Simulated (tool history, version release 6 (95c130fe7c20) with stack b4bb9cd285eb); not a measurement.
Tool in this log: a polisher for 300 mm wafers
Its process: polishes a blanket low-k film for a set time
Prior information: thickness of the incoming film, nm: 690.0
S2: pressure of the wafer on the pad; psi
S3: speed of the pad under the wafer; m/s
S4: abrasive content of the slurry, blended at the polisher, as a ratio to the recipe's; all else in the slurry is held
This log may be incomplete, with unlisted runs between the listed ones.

Run 1, hour 0: flow of slurry (ml/min) 215, S2 2.4 psi, S3 0.92 m/s, S4 1, polishing time (s) 48. Result: film removed (nm) 22.8.
Run 2, hour 3.8: flow of slurry (ml/min) 215, S2 2.1 psi, S3 0.92 m/s, S4 1, polishing time (s) 48. Result: film removed (nm) 19.821.
Run 3, hour 4.8: flow of slurry (ml/min) 215, S2 1.9 psi, S3 0.92 m/s, S4 1, polishing time (s) 48. Result: film removed (nm) 17.758.
Run 4, hour 7.3: flow of slurry (ml/min) 215, S2 1.8 psi, S3 0.92 m/s, S4 1, polishing time (s) 48. Result: film removed (nm) 16.734.
Run 5, hour 14: flow of slurry (ml/min) 215, S2 1.7 psi, S3 0.92 m/s, S4 1, polishing time (s) 48. Result: film removed (nm) 16.296.
Run 6, hour 14.8: flow of slurry (ml/min) 215, S2 2.2 psi, S3 0.92 m/s, S4 1, polishing time (s) 48. Result: film removed (nm) 20.337.
Run 7, hour 17.7: flow of slurry (ml/min) 215, S2 2 psi, S3 0.92 m/s, S4 1, polishing time (s) 48. Result: film removed (nm) 18.888.
Run 8, hour 23: flow of slurry (ml/min) 215, S2 1.9 psi, S3 0.92 m/s, S4 1, polishing time (s) 48. Result: film removed (nm) 17.955.
Run 9, hour 24.7: flow of slurry (ml/min) 215, S2 1.8 psi, S3 0.92 m/s, S4 1, polishing time (s) 48. Result: film removed (nm) 16.825.

Expected results for the next run?
Run 10, hour 30.6: flow of slurry (ml/min) 215, S2 1.7 psi, S3 0.92 m/s, S4 1, polishing time (s) 48. Result: film removed (nm) ?.

film removed (nm): 16.02
